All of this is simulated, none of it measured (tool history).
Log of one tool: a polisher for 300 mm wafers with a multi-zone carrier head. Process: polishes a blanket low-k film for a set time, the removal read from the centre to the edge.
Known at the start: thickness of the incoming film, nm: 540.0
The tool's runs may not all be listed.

run  hour  flow of slurry (ml/min)  pressure of the head's centre zone  pressure of the head's middle zone  pressure of the head's edge zone  abrasive content of the slurry  polishing time (s)  film removed at the wafer's centre (angstrom)  film removed at mid-radius (angstrom)  film removed at the wafer's edge (angstrom)
  1   0.0                      255                                1.00                                1.00                              1.00                            1.00                  50                                         164.02                                 174.42                                       165.35
  2   8.5                      255                                1.00                                1.00                              1.00                            0.90                  50                                         147.20                                 156.02                                       152.79
  3  13.0                      300                                1.00                                1.00                              1.00                            0.90                  50                                         152.29                                 161.87                                       157.77
  4  19.7                      305                                1.00                                1.01                              1.02                            0.90                  50                                         150.47                                 156.47                                       156.79
  5  24.4                      305                                0.99                                1.01                              1.02                            0.95                  50                                         159.37                                 171.07                                       164.52
  6  31.4                      305                                1.03                                1.01                              1.02                            0.95                  50                                         162.35                                 164.97                                       163.11
  7  36.0                      305                                1.02                                1.02                              1.03                            0.95                  50                                         160.22                                 166.48                                       162.24

Run 8 comes next. What will it give?
  8  39.4                      310                                0.93                                1.12                              1.13                            1.20                  51                                              ?                                      ?                                            ?

Run 8 gave film removed at the wafer's centre (angstrom) 176.29, film removed at mid-radius (angstrom) 218.07, film removed at the wafer's edge (angstrom) 198.94.

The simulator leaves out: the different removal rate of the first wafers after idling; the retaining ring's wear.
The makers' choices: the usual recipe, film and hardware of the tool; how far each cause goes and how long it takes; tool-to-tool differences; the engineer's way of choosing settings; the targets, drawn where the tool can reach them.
